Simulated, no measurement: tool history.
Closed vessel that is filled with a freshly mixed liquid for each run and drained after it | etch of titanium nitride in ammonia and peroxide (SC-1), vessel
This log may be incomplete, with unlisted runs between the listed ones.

run	day	temperature setpoint of the liquid (°C)	parts of water to one part of 30 % peroxide (parts by volume)	parts of 29 % ammonia solution to one part of 30 % peroxide (parts by volume)	time in the liquid (s)	thickness taken off the titanium nitride on a monitor wafer (angstrom)
1	0	56	18	0.75	115	86.162
2	0.088	54	18	0.75	115	75.024
3	0.404	54	18	0.75	115	75.318
4	0.467	52.5	18	0.75	115	67.39
5	0.829	51.5	18	0.75	115	63.104
6	1.104	50.5	18	0.75	115	58.902
7	1.45	50	18	0.75	115	56.846
8	1.621	49.5	18	0.75	115	55.07
9	1.675	49	18	0.75	115	52.962

Run 10 has not been measured yet. What should we expect?
10	1.783	48.5	18	0.75	115	?

Run 10 gave thickness taken off the titanium nitride on a monitor wafer (angstrom) 51.487.

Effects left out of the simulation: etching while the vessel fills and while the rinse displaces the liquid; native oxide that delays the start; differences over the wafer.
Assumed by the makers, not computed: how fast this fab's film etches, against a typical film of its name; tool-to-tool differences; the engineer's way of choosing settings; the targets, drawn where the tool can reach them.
